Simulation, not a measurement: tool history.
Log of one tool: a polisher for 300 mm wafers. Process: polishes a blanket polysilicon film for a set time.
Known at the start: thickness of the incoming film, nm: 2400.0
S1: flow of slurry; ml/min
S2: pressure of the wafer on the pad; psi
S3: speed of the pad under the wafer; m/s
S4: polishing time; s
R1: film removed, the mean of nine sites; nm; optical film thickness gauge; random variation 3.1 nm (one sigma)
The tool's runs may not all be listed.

| run | hour | S1 | S2 | S3 | S4 | R1 |
|---|---|---|---|---|---|---|
| 1 | 0 | 175 | 2 | 0.92 | 45 | 289.61 |
| 2 | 1.6 | 180 | 2.1 | 0.92 | 45 | 296.04 |
| 3 | 6.9 | 180 | 1.6 | 0.92 | 45 | 252.95 |
| 4 | 15.6 | 180 | 1.6 | 0.7 | 45 | 203.94 |
| 5 | 22.1 | 215 | 1.6 | 0.7 | 45 | 207.33 |
| 6 | 28.2 | 240 | 1.6 | 0.7 | 45 | 210.27 |
| 7 | 32.6 | 240 | 1.6 | 0.7 | 45 | 209.06 |
| 8 | 33.3 | 240 | 1.8 | 0.7 | 45 | 226.38 |
| 9 | 34.4 | 240 | 2 | 0.7 | 45 | 237.5 |
| 10 | 40.7 | 240 | 2.2 | 0.72 | 45 | 256.05 |
| 11 | 44.4 | 240 | 2.3 | 0.74 | 45 | 272.65 |
| 12 | 51.6 | 240 | 2.4 | 0.76 | 45 | 284.29 |

Forecast run 13:
| 13 | 58.7 | 240 | 2.5 | 0.78 | 45 | ? |

Run 13 gave R1 294.61 nm.
